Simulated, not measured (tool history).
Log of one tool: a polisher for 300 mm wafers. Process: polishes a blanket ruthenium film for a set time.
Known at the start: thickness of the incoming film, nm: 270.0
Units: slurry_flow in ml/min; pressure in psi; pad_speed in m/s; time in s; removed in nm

run	hour	slurry_flow	pressure	pad_speed	time	removed
1	0	150	2.5	0.88	102	103.3
2	2.2	145	2.4	0.88	102	97.529
3	7.9	145	2.4	0.88	107	100.33
4	14	140	2.4	0.88	107	100.07
5	14.9	140	2.4	0.7	107	81.629
6	18	110	2.4	0.7	107	77.576
7	23.8	115	2.4	0.7	107	78.966

Run 8 comes next. What will it give?
8	29.3	120	2.4	0.7	107	?

Run 8 gave removed 78.53 nm.
